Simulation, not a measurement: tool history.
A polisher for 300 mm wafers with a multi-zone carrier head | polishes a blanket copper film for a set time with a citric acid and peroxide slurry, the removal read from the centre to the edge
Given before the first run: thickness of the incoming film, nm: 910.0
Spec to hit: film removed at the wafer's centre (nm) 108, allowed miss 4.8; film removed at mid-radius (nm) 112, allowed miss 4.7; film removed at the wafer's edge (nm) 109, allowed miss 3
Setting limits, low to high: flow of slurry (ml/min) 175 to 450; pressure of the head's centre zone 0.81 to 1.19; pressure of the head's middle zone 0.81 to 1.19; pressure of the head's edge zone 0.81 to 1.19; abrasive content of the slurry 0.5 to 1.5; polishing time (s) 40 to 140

run,hour,flow of slurry (ml/min),pressure of the head's centre zone,pressure of the head's middle zone,pressure of the head's edge zone,abrasive content of the slurry,polishing time (s),film removed at the wafer's centre (nm),film removed at mid-radius (nm),film removed at the wafer's edge (nm)
1,0,290,1,1,1,1,90,185.95,183.81,185.29
2,3,290,0.99,1,0.98,0.95,86,169.42,172.59,173.8
3,5.1,290,1,1,0.96,0.9,82,166.83,169.12,160.5
4,11.6,285,0.99,0.98,0.95,0.85,79,155.73,155.57,152.38
5,14.5,285,0.99,0.98,0.95,0.95,79,156.46,156.47,156.83
6,21.1,285,0.99,1.03,0.95,0.95,79,160.96,165.5,152.99
7,28.1,280,0.98,1.01,0.94,0.9,77,150,153.67,148.88
8,32.8,305,1,1.04,0.89,0.65,52,99.112,98.872,91.541
9,33.9,305,1,1.04,0.91,0.65,52,99.37,99.581,92.935
10,42,305,1,1.04,0.93,0.65,52,97.751,99.952,91.721
11,49.5,305,0.94,0.97,0.98,0.9,58,109.18,114.14,114.3

Exercise: of the 5 proposed moves below, exactly one satisfies all targets within the stated allowed misses. Which move is it?
A,57,440,0.92,0.94,0.88,0.95,56,?,?,?
B,57,270,0.93,0.97,1.07,1.2,55,?,?,?
C,57,230,0.97,0.96,1.04,1.05,57,?,?,?
D,57,350,0.96,0.96,0.97,0.85,61,?,?,?
E,57,340,0.91,0.95,1.01,0.9,59,?,?,?

move,film removed at the wafer's centre (nm),film removed at mid-radius (nm),film removed at the wafer's edge (nm)
A,107.23,112.37,109.76
B,107.85,115.2,121.38
C,110.88,112.73,118.66
D,116.64,119.33,120.27
E,108.08,115.73,120.04
A: in spec on every target
B: moves away from the targets compared with the last run
C: moves away from the targets compared with the last run
D: moves away from the targets compared with the last run
E: moves away from the targets compared with the last run
Correct choice: A, which meets every target
